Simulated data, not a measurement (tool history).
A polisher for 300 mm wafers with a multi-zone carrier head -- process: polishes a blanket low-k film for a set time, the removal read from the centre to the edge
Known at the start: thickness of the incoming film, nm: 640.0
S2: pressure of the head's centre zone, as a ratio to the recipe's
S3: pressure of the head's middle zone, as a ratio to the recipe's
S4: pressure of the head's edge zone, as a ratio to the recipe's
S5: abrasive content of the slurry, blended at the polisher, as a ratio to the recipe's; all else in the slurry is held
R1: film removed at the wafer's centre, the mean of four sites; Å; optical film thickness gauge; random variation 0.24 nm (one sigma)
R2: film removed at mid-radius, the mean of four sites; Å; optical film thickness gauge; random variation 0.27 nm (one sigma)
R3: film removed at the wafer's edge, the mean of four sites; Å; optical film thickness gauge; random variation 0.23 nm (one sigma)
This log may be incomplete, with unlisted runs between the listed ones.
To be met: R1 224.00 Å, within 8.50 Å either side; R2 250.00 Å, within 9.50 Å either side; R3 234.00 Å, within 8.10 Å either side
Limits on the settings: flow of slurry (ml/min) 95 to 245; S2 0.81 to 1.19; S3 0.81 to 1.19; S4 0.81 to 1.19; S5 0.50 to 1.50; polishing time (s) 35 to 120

{"run": 1, "day": 0.0, "flow of slurry (ml/min)": 155, "S2": 1.0, "S3": 1.0, "S4": 1.0, "S5": 1.0, "polishing time (s)": 77, "R1": 475.98, "R2": 488.06, "R3": 498.24}
{"run": 2, "day": 0.129, "flow of slurry (ml/min)": 140, "S2": 1.0, "S3": 1.0, "S4": 1.0, "S5": 1.0, "polishing time (s)": 77, "R1": 457.46, "R2": 476.53, "R3": 481.38}
{"run": 3, "day": 0.388, "flow of slurry (ml/min)": 140, "S2": 1.05, "S3": 1.0, "S4": 1.0, "S5": 1.0, "polishing time (s)": 77, "R1": 499.99, "R2": 483.84, "R3": 481.69}
{"run": 4, "day": 0.425, "flow of slurry (ml/min)": 130, "S2": 1.03, "S3": 1.0, "S4": 0.97, "S5": 0.9, "polishing time (s)": 71, "R1": 416.32, "R2": 411.59, "R3": 417.53}
{"run": 5, "day": 0.688, "flow of slurry (ml/min)": 130, "S2": 1.03, "S3": 1.0, "S4": 0.97, "S5": 0.9, "polishing time (s)": 56, "R1": 319.57, "R2": 325.27, "R3": 334.19}
{"run": 6, "day": 0.721, "flow of slurry (ml/min)": 130, "S2": 1.03, "S3": 1.0, "S4": 0.89, "S5": 0.9, "polishing time (s)": 56, "R1": 325.64, "R2": 323.21, "R3": 321.09}
{"run": 7, "day": 0.996, "flow of slurry (ml/min)": 130, "S2": 1.02, "S3": 1.02, "S4": 0.88, "S5": 0.8, "polishing time (s)": 55, "R1": 297.18, "R2": 298.94, "R3": 290.81}
{"run": 8, "day": 1.192, "flow of slurry (ml/min)": 130, "S2": 1.0, "S3": 1.03, "S4": 0.87, "S5": 0.75, "polishing time (s)": 55, "R1": 273.99, "R2": 291.3, "R3": 276.32}
{"run": 9, "day": 1.475, "flow of slurry (ml/min)": 130, "S2": 0.99, "S3": 1.03, "S4": 0.86, "S5": 0.7, "polishing time (s)": 55, "R1": 267.71, "R2": 283.12, "R3": 266.08}
{"run": 10, "day": 1.829, "flow of slurry (ml/min)": 125, "S2": 0.98, "S3": 1.03, "S4": 0.85, "S5": 0.65, "polishing time (s)": 55, "R1": 250.21, "R2": 261.44, "R3": 247.01}
{"run": 11, "day": 2.017, "flow of slurry (ml/min)": 95, "S2": 0.92, "S3": 1.06, "S4": 0.85, "S5": 0.65, "polishing time (s)": 55, "R1": 214.57, "R2": 240.95, "R3": 233.28}

Next run, 4 choices. One meets every target within its allowed miss, the rest don't. Which?
{"run": "A", "day": 2.204, "flow of slurry (ml/min)": 110, "S2": 0.96, "S3": 1.07, "S4": 0.85, "S5": 0.8, "polishing time (s)": 46, "R1": "?", "R2": "?", "R3": "?"}
{"run": "B", "day": 2.204, "flow of slurry (ml/min)": 130, "S2": 0.93, "S3": 1.17, "S4": 0.81, "S5": 0.5, "polishing time (s)": 64, "R1": "?", "R2": "?", "R3": "?"}
{"run": "C", "day": 2.204, "flow of slurry (ml/min)": 135, "S2": 0.85, "S3": 1.01, "S4": 0.81, "S5": 0.75, "polishing time (s)": 45, "R1": "?", "R2": "?", "R3": "?"}
{"run": "D", "day": 2.204, "flow of slurry (ml/min)": 95, "S2": 0.86, "S3": 0.92, "S4": 0.91, "S5": 0.7, "polishing time (s)": 54, "R1": "?", "R2": "?", "R3": "?"}

move=A R1=218.67 R2=247.10 R3=236.48
move=B R1=222.19 R2=272.20 R3=237.63
move=C R1=196.60 R2=236.42 R3=227.20
move=D R1=202.16 R2=230.47 R3=253.41
A: each result inside its tolerance
B: meets the target for the result that was furthest off, but another lies outside its allowed miss
C: moves away from the targets compared with the last run
D: moves away from the targets compared with the last run
Move A is the one to make.
